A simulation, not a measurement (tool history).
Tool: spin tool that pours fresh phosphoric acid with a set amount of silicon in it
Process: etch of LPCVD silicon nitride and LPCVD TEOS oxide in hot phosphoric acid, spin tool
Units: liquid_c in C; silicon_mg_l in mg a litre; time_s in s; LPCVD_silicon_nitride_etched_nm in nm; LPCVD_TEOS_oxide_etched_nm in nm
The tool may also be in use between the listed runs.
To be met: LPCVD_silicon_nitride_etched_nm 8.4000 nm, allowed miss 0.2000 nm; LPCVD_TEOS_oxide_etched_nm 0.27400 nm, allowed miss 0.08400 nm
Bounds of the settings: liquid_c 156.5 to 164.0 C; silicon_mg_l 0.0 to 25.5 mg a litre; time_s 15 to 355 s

run,day,liquid_c,silicon_mg_l,time_s,LPCVD_silicon_nitride_etched_nm,LPCVD_TEOS_oxide_etched_nm
1,0.000,159.0,11.0,180,15.7200,0.46907
2,0.067,159.0,11.0,150,13.0010,0.41992
3,0.246,158.5,11.0,140,12.0180,0.34637
4,0.304,158.5,9.5,130,11.2120,0.36717
5,0.525,156.5,9.5,130,10.3460,0.26258
# day 0.796: thermometer replaced
6,0.796,156.5,8.5,125,9.4912,0.22830
7,1.062,156.5,7.0,120,9.1926,0.22764
8,1.250,157.0,5.5,120,9.2878,0.28274
9,1.279,157.0,5.0,120,9.2486,0.25228
10,1.383,157.0,4.0,120,9.4299,0.29685
11,1.725,157.0,3.5,120,9.2630,0.25161
12,2.008,157.0,3.0,115,8.9403,0.27910
13,2.238,157.0,2.5,115,8.9671,0.24078

Which of these 5 next moves meets every target?
A,2.467,156.5,0.5,120,?,?
B,2.467,156.5,10.5,115,?,?
C,2.467,158.0,0.5,105,?,?
D,2.467,156.5,0.0,120,?,?
E,2.467,161.0,3.5,105,?,?

move,LPCVD_silicon_nitride_etched_nm,LPCVD_TEOS_oxide_etched_nm
A,9.0846,0.28679
B,8.7061,0.22441
C,8.3652,0.28084
D,9.0846,0.28942
E,9.2541,0.33162
A: further off than the last run
B: nearer than the last run, and not there yet
C: meets every target
D: further off than the last run
E: further off than the last run
Answer: C

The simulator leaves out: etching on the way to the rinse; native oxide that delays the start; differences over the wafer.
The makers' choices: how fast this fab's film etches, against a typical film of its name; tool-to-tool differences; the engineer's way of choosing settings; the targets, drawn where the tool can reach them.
